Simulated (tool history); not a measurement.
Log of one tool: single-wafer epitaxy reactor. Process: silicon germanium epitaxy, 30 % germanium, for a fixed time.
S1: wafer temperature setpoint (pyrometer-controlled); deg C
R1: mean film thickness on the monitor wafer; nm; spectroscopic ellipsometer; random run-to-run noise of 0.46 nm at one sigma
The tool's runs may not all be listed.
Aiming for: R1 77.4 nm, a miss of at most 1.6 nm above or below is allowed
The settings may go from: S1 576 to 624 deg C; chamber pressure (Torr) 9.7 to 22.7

Run 1, hour 0: S1 600 deg C, chamber pressure (Torr) 16.2. Result: R1 57.856 nm.
Run 2, hour 5.1: S1 600 deg C, chamber pressure (Torr) 15.2. Result: R1 56.252 nm.
Run 3, hour 7: S1 605 deg C, chamber pressure (Torr) 15.2. Result: R1 61.699 nm.
Run 4, hour 15.5: S1 596 deg C, chamber pressure (Torr) 15.2. Result: R1 53.311 nm.
Run 5, hour 21.5: S1 601 deg C, chamber pressure (Torr) 15.2. Result: R1 57.344 nm.
Run 6, hour 24.6: S1 608 deg C, chamber pressure (Torr) 15.2. Result: R1 64.15 nm.
Run 7, hour 33.4: S1 610 deg C, chamber pressure (Torr) 15.2. Result: R1 65.828 nm.
Run 8, hour 35: S1 612 deg C, chamber pressure (Torr) 15.2. Result: R1 69.041 nm.
Run 9, hour 36.9: S1 613 deg C, chamber pressure (Torr) 15.2. Result: R1 70.098 nm.
Run 10, hour 37.4: S1 614 deg C, chamber pressure (Torr) 15.2. Result: R1 71.611 nm.
Run 11, hour 40.3: S1 615 deg C, chamber pressure (Torr) 15.2. Result: R1 72.132 nm.
Run 12, hour 49.2: S1 616 deg C, chamber pressure (Torr) 15.2. Result: R1 73.092 nm.
Run 13, hour 57.7: S1 617 deg C, chamber pressure (Torr) 15.2. Result: R1 74.635 nm.
Run 14, hour 59.7: S1 618 deg C, chamber pressure (Torr) 15.2. Result: R1 76.209 nm.

Next run, 4 choices. One meets every target within its allowed miss, the rest don't. Which?
Run A, hour 61.7: S1 618 deg C, chamber pressure (Torr) 14.4. Result: R1 ?.
Run B, hour 61.7: S1 622 deg C, chamber pressure (Torr) 13.3. Result: R1 ?.
Run C, hour 61.7: S1 619 deg C, chamber pressure (Torr) 13.5. Result: R1 ?.
Run D, hour 61.7: S1 612 deg C, chamber pressure (Torr) 18.5. Result: R1 ?.

move      R1
   A  73.483
   B  76.055
   C   72.93
   D  73.214
A: moves away from the targets compared with the last run
B: in spec on every target
C: moves away from the targets compared with the last run
D: moves away from the targets compared with the last run
B is the move that brings every result within its allowed miss.

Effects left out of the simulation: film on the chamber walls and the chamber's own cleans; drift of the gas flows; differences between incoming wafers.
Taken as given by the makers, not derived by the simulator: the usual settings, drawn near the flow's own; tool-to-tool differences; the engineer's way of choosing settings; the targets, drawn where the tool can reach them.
